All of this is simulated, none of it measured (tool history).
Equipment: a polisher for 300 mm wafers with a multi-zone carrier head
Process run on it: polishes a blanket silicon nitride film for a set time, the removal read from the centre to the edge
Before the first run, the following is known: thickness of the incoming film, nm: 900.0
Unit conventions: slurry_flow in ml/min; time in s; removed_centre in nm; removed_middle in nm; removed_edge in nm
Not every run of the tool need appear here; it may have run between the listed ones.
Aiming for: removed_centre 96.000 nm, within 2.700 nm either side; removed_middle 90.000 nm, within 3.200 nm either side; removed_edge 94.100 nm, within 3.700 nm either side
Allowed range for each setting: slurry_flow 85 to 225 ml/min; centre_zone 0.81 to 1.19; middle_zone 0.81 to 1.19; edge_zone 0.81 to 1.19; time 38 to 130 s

run	hour	slurry_flow	centre_zone	middle_zone	edge_zone	time	removed_centre	removed_middle	removed_edge
1	0.0	145	1.00	1.00	1.00	84	134.510	130.730	131.820
2	0.6	145	1.00	1.05	1.00	84	132.900	138.180	130.860
3	5.0	140	0.99	1.02	0.97	80	126.960	125.120	124.520
4	10.8	140	0.98	1.01	0.95	75	116.490	115.890	115.130
5	19.7	135	0.97	1.00	0.93	73	110.740	112.160	110.830
6	23.8	130	0.97	0.98	0.91	71	106.940	106.470	105.560
7	30.0	125	0.97	0.96	0.89	71	105.800	103.900	103.040
8	33.1	90	0.94	0.86	0.84	69	88.840	81.962	91.165
9	36.7	95	0.94	0.87	0.84	69	91.610	85.921	91.394
10	40.6	100	0.94	0.87	0.84	69	93.586	85.167	94.790
11	42.4	100	0.94	0.88	0.84	69	94.643	87.945	94.728

Pick the move, out of 5, that brings all results within their allowed miss; only one does.
A	44.2	85	0.90	0.90	0.87	76	?	?	?
B	44.2	105	0.96	0.91	0.83	69	?	?	?
C	44.2	130	0.87	0.85	0.87	65	?	?	?
D	44.2	130	0.90	0.81	0.90	67	?	?	?
E	44.2	115	1.09	0.94	0.97	59	?	?	?

move	removed_centre	removed_middle	removed_edge
A	91.921	91.664	101.230
B	96.144	90.587	94.767
C	89.402	85.605	94.862
D	94.703	84.813	99.218
E	94.318	81.703	88.065
A: the furthest-off result lands on target, but another misses its tolerance
B: in spec on every target
C: misses by more than the last run did
D: misses by more than the last run did
E: misses by more than the last run did
Correct choice: B, which meets every target

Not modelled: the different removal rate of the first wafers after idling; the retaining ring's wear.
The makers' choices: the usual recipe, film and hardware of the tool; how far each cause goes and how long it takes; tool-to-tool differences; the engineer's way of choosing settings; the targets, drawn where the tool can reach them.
